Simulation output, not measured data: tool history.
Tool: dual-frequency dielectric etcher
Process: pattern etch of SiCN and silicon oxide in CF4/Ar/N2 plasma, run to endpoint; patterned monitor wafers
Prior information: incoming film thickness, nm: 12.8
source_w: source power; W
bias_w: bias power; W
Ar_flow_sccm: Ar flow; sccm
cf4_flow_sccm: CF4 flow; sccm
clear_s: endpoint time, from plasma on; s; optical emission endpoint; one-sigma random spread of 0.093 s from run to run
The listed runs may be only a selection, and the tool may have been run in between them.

run,hour,source_w,bias_w,Ar_flow_sccm,cf4_flow_sccm,clear_s
1,0.0,450,78,111,56,17.092
2,0.9,450,78,129,56,17.447
3,7.5,450,78,129,64,17.257
4,8.1,450,78,129,73,16.998
5,12.6,400,78,129,73,19.087
6,18.1,370,78,129,73,20.676
7,19.9,350,78,129,73,22.065

Estimate the outcome of run 8 from the log above:
8,28.1,340,78,129,73,?

{"run 8": {"clear_s": 22.877}}
